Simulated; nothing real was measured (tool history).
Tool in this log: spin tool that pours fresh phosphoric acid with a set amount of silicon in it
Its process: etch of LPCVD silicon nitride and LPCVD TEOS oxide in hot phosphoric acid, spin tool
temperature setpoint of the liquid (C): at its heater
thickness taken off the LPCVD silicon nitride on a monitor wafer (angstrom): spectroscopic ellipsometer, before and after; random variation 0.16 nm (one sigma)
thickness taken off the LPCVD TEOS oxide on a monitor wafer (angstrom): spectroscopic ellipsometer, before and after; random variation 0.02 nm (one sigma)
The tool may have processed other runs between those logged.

run  hour  temperature setpoint of the liquid (C)  silicon dissolved in the acid as it is poured (mg a litre)  time under the liquid (s)  thickness taken off the LPCVD silicon nitride on a monitor wafer (angstrom)  thickness taken off the LPCVD TEOS oxide on a monitor wafer (angstrom)
  1     0                                     161                                                          15                        180                                                                       134.67                                                                  8.4576
  2   7.9                                   161.5                                                          19                        185                                                                       139.91                                                                  8.2133
  3    16                                   161.5                                                          22                        190                                                                       143.32                                                                   7.645
  4    17                                   161.5                                                          22                        165                                                                       125.69                                                                  6.3001
  5  23.2                                   161.5                                                          19                        165                                                                       123.45                                                                  7.4057
  6  27.5                                   161.5                                                        21.5                        175                                                                        132.6                                                                  7.0115

Expected results for the next run?
  7    35                                     162                                                        23.5                        180                                                                            ?                                                                       ?

Run 7 yielded thickness taken off the LPCVD silicon nitride on a monitor wafer (angstrom) 141.57, thickness taken off the LPCVD TEOS oxide on a monitor wafer (angstrom) 7.2066.
